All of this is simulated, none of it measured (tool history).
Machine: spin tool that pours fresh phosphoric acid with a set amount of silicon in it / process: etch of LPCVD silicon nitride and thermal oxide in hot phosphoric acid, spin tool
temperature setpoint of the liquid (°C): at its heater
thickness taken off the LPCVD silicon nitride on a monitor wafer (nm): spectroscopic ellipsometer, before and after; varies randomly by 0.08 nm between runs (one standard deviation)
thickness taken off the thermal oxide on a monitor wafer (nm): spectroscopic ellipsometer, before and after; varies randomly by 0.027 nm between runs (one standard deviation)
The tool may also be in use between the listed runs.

run  hour  temperature setpoint of the liquid (°C)  silicon dissolved in the acid as it is poured (mg a litre)  time under the liquid (s)  thickness taken off the LPCVD silicon nitride on a monitor wafer (nm)  thickness taken off the thermal oxide on a monitor wafer (nm)
  1     0                                      161                                                          12                        180                                                                 16.705                                                        0.47745
  2   2.4                                    160.5                                                        11.5                        175                                                                 16.484                                                         0.4984
  3  10.4                                    160.5                                                          12                        165                                                                 15.134                                                        0.50444
  4  12.6                                    160.5                                                          12                        135                                                                 12.257                                                        0.36668
  5  18.9                                      160                                                        12.5                        135                                                                 12.338                                                        0.34364
  6  24.3                                    161.5                                                        12.5                        135                                                                 12.968                                                        0.38758
     28.6  -- thermometer replaced
  7  28.6                                      161                                                        12.5                        135                                                                 12.021                                                        0.33139

Expected results for the next run?
  8  32.6                                      161                                                        11.5                        125                                                                      ?                                                              ?

thickness taken off the LPCVD silicon nitride on a monitor wafer (nm): 11.095
thickness taken off the thermal oxide on a monitor wafer (nm): 0.33631
